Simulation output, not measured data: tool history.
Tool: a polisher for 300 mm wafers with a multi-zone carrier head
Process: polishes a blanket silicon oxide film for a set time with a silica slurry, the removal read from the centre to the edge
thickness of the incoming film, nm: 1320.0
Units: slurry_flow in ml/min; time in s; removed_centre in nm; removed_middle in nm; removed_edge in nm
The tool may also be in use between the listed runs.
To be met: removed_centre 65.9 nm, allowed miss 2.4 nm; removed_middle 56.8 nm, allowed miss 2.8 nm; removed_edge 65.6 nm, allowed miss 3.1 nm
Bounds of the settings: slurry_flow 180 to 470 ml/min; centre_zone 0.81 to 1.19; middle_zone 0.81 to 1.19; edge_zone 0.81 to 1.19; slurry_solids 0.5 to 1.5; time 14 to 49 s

run	hour	slurry_flow	centre_zone	middle_zone	edge_zone	slurry_solids	time	removed_centre	removed_middle	removed_edge
1	0	300	1	1	1	1	31	111.14	109.62	110.91
2	8.6	300	1	1.04	1	1	31	112.08	113.08	109.15
3	12.1	300	1	0.99	1	1	31	111.38	111.18	110.24
4	16.3	295	1.02	0.95	1.02	0.9	28	97.096	91.915	96.109
5	23.6	290	1.03	0.92	1.02	0.8	27	90.174	83.149	89.319
6	28.5	290	1.03	0.9	1.02	0.75	26	86.143	76.578	80.886
7	36.2	285	1.02	0.88	1.04	0.7	25	78.876	72.577	80.309
8	45	280	1.02	0.86	1.04	0.65	24	73.024	66.014	73.691
9	47	275	1.02	0.85	1.04	0.6	24	70.384	60.794	71.403

4 next moves are on the table. One of them brings every result within its allowed miss. Which?
A	49	235	1.19	0.86	0.93	0.6	23	?	?	?
B	49	185	1.06	0.87	1.09	0.5	24	?	?	?
C	49	395	1.11	1	0.93	0.55	21	?	?	?
D	49	310	1.11	0.83	1.02	0.55	23	?	?	?

move	removed_centre	removed_middle	removed_edge
A	73.926	59.337	64.588
B	65.131	56.772	65.319
C	65.003	61.463	58.36
D	69.858	56.732	65.498
A: brings the result that was furthest off to its target, and leaves another outside
B: meets every target
C: takes the result that was furthest off past its target
D: brings the result that was furthest off to its target, and leaves another outside
Answer: B

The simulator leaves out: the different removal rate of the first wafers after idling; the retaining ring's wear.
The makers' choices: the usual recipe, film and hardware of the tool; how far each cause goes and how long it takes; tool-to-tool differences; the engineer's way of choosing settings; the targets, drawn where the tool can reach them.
